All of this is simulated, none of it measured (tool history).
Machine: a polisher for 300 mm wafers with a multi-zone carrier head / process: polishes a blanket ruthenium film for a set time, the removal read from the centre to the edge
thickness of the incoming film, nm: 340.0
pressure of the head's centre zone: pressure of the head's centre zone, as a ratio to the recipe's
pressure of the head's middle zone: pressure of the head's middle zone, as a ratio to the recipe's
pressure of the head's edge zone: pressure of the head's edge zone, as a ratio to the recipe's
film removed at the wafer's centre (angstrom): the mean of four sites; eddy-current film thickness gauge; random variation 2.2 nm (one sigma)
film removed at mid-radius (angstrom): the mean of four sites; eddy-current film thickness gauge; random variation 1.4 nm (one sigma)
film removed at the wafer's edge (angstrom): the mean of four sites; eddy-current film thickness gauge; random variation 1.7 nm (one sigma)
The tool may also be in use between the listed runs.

run	hour	flow of slurry (ml/min)	pressure of the head's centre zone	pressure of the head's middle zone	pressure of the head's edge zone	polishing time (s)	film removed at the wafer's centre (angstrom)	film removed at mid-radius (angstrom)	film removed at the wafer's edge (angstrom)
1	0.0	315	1.00	1.00	1.00	67	1352.3	1331.6	1295.7
2	4.6	315	1.00	1.00	0.93	67	1316.9	1326.6	1239.0
3	8.7	315	1.00	1.00	0.93	73	1415.5	1445.7	1376.8
4	16.1	315	1.04	1.00	0.93	73	1495.7	1444.8	1372.1
5	24.2	315	1.04	1.00	0.87	73	1479.5	1442.8	1313.3
6	26.7	315	1.04	0.92	0.87	73	1507.3	1355.0	1311.2
7	32.1	335	1.00	1.02	0.97	89	1759.1	1812.2	1717.0

Forecast run 8:
8	35.9	330	0.99	1.03	0.99	89	?	?	?

{"run 8": {"film removed at the wafer's centre (angstrom)": 1723.8, "film removed at mid-radius (angstrom)": 1826.9, "film removed at the wafer's edge (angstrom)": 1732.9}}

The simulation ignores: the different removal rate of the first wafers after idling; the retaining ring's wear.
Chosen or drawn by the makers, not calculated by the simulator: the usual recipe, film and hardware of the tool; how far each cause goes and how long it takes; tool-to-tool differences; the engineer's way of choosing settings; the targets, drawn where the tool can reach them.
